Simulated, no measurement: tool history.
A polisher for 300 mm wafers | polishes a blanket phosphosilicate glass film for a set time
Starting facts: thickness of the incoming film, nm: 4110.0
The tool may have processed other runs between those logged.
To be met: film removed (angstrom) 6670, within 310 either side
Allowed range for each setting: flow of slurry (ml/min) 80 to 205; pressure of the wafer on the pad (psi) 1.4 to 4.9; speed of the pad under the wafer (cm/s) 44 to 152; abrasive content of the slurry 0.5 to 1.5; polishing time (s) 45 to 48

run,day,flow of slurry (ml/min),pressure of the wafer on the pad (psi),speed of the pad under the wafer (cm/s),abrasive content of the slurry,polishing time (s),film removed (angstrom)
1,0,135,3.1,98,1,45,4262.8
2,0.242,160,3.1,98,1,45,4397.9
3,0.583,160,3.1,120,1,45,4984
4,0.7,160,3.1,120,1.15,45,5370.4
5,0.983,160,3.3,120,1.15,45,5589.8
6,1.079,160,3.5,120,1.15,45,5920.7
7,1.25,160,3.6,120,1.15,45,6064.9
8,1.358,160,3.7,120,1.15,45,6307.6

Which single option among these 4 for the next run brings every result within its allowed miss of target? Just one does.
A,1.467,120,3.9,100,1.25,46,?
B,1.467,135,3.6,126,1.1,48,?
C,1.467,160,3.9,130,1.5,45,?
D,1.467,150,3.7,108,1.2,45,?

move,film removed (angstrom)
A,5962.9
B,6639.1
C,7815.3
D,5937.5
A: the biggest miss grows against the last run
B: meets every target
C: pushes the last run's worst result past its target
D: the biggest miss grows against the last run
B is the move that brings every result within its allowed miss.
